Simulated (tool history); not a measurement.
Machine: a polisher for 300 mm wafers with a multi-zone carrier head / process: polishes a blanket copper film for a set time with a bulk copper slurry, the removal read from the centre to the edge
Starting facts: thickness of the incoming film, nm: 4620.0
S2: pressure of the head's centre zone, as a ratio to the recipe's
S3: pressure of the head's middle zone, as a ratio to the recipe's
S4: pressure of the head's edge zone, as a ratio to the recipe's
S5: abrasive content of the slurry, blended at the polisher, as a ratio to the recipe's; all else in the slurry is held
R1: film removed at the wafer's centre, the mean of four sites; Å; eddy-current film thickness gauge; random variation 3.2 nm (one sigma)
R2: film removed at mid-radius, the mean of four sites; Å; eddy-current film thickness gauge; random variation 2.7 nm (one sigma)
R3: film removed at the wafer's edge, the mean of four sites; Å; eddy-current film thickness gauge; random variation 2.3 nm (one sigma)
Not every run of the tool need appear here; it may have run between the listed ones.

{"run": 1, "hour": 0.0, "flow of slurry (ml/min)": 285, "S2": 1, "S3": 1, "S4": 1, "S5": 1, "polishing time (s)": 64, "R1": 3264.2, "R2": 3286.3, "R3": 3322.9}
{"run": 2, "hour": 3.1, "flow of slurry (ml/min)": 285, "S2": 1.07, "S3": 1, "S4": 1, "S5": 1, "polishing time (s)": 64, "R1": 3480.8, "R2": 3317.8, "R3": 3376.2}
{"run": 3, "hour": 9.0, "flow of slurry (ml/min)": 285, "S2": 1.03, "S3": 1, "S4": 1, "S5": 1, "polishing time (s)": 64, "R1": 3439.8, "R2": 3281.3, "R3": 3350.1}
{"run": 4, "hour": 9.7, "flow of slurry (ml/min)": 285, "S2": 1.03, "S3": 1, "S4": 1, "S5": 1, "polishing time (s)": 73, "R1": 3876.3, "R2": 3817.9, "R3": 3806.6}
{"run": 5, "hour": 13.6, "flow of slurry (ml/min)": 285, "S2": 1.03, "S3": 1, "S4": 0.95, "S5": 1, "polishing time (s)": 73, "R1": 3815.3, "R2": 3738.3, "R3": 3747.6}
{"run": 6, "hour": 15.9, "flow of slurry (ml/min)": 285, "S2": 1.03, "S3": 1, "S4": 0.95, "S5": 1, "polishing time (s)": 60, "R1": 3140.4, "R2": 3113.6, "R3": 3064.1}

Predict the results of run 7:
{"run": 7, "hour": 19.2, "flow of slurry (ml/min)": 320, "S2": 0.93, "S3": 1.01, "S4": 1.05, "S5": 1.1, "polishing time (s)": 60, "R1": "?", "R2": "?", "R3": "?"}

{"run 7": {"R1": 2964, "R2": 3181.4, "R3": 3343.5}}
